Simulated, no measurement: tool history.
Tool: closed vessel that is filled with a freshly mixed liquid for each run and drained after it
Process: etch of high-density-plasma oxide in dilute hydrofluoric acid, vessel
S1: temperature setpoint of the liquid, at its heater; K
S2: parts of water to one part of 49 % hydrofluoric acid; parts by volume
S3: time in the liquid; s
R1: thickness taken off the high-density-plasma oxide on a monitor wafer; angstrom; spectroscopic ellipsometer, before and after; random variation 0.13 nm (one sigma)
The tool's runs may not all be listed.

run 1 hour=0.0 | S1=296.15 S2=165 S3=295 | R1=130.16
run 2 hour=6.9 | S1=296.15 S2=120 S3=295 | R1=189.18
run 3 hour=14.7 | S1=296.15 S2=95 S3=295 | R1=243.74
run 4 hour=19.7 | S1=293.65 S2=95 S3=295 | R1=222.07
run 5 hour=26.4 | S1=293.65 S2=130 S3=295 | R1=155.22
run 6 hour=28.4 | S1=293.65 S2=105 S3=295 | R1=198.61

Forecast run 7:
run 7 hour=32.9 | S1=295.65 S2=105 S3=295 | R1=?

Run 7 gave R1 216.76 angstrom.
